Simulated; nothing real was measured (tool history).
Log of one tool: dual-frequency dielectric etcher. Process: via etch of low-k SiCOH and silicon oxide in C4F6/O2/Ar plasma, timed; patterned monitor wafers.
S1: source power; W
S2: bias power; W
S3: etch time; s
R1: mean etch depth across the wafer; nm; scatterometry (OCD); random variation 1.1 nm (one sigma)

run,hour,S1,S2,S3,R1
1,0,430,249,93.5,264.3
2,8.8,470,249,93.5,280.79
3,14.5,470,249,97.5,291.68
4,20.1,470,221,97.5,281.2
5,21.6,410,218,97.5,255.88
6,26.2,410,260,97.5,272.51

Run 7 comes next. What will it give?
7,35.2,370,258,97.5,?

{"run 7": {"R1": 255.18}}
